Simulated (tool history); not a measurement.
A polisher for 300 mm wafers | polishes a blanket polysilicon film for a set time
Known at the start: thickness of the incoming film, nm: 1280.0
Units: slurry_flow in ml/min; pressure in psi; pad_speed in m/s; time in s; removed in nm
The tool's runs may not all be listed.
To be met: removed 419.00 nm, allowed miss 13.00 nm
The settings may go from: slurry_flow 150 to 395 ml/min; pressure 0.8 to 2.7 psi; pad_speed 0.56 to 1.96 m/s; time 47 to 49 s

run,hour,slurry_flow,pressure,pad_speed,time,removed
1,0.0,250,1.7,1.26,47,303.58
2,5.9,250,1.3,1.26,47,233.01
3,9.3,250,1.1,1.26,47,202.35
4,13.0,250,1.3,1.26,47,232.99
5,14.6,250,1.3,1.08,47,204.43
6,17.0,280,1.3,1.08,47,201.51
7,23.8,280,1.5,1.08,47,234.48
8,29.8,280,1.7,1.08,47,265.69
9,38.3,280,1.8,1.08,47,276.80
10,41.6,280,1.9,1.08,47,294.18
11,45.4,280,2.0,1.08,47,311.05
12,51.8,280,2.1,1.08,47,325.29
13,52.6,280,2.2,1.08,47,336.88
14,55.7,280,2.2,1.08,47,337.60
15,64.2,285,2.3,1.08,47,353.67

Which of these 4 next moves meets every target?
A,72.7,265,2.2,0.94,47,?
B,72.7,305,2.1,0.94,47,?
C,72.7,300,2.2,1.38,49,?
D,72.7,325,2.4,1.16,49,?

move,removed
A,297.32
B,286.99
C,453.31
D,419.33
A: further off than the last run
B: further off than the last run
C: takes the result that was furthest off past its target
D: meets every target
The right move is D.
